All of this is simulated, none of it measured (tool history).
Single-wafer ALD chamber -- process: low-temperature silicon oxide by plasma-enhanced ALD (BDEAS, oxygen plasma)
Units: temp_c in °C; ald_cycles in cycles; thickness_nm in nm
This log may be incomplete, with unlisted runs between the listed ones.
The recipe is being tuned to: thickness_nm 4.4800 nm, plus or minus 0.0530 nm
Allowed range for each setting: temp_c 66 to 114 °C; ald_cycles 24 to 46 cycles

| run | hour | temp_c | ald_cycles | thickness_nm |
|---|---|---|---|---|
| 1 | 0.0 | 90 | 35 | 5.3673 |
| 2 | 5.3 | 94 | 35 | 5.3300 |
| 3 | 11.0 | 87 | 35 | 5.4352 |
| 4 | 18.9 | 89 | 35 | 5.3972 |
| 5 | 25.1 | 97 | 35 | 5.2444 |
| 6 | 31.2 | 99 | 35 | 5.2173 |
| 7 | 34.7 | 100 | 35 | 5.1872 |
| 8 | 40.0 | 101 | 35 | 5.1983 |
| 9 | 48.8 | 113 | 30 | 4.3478 |
| 10 | 56.5 | 112 | 30 | 4.3650 |
| 11 | 63.2 | 111 | 30 | 4.3789 |
| 12 | 64.7 | 110 | 30 | 4.4034 |
| 13 | 66.4 | 108 | 30 | 4.4086 |
| 14 | 73.3 | 106 | 30 | 4.4111 |
| 15 | 76.5 | 104 | 30 | 4.4144 |

Of the 4 settings listed for the next run, only one would bring every result within its allowed miss of target. Which one?
| A | 79.7 | 103 | 31 | ? |
| B | 79.7 | 110 | 30 | ? |
| C | 79.7 | 88 | 29 | ? |
| D | 79.7 | 114 | 30 | ? |

| move | thickness_nm |
|---|---|
| A | 4.5894 |
| B | 4.3918 |
| C | 4.4872 |
| D | 4.3635 |
A: takes the biggest miss from the last run beyond its target
B: further off than the last run
C: every result lands within tolerance
D: further off than the last run
Move C is the one to make.
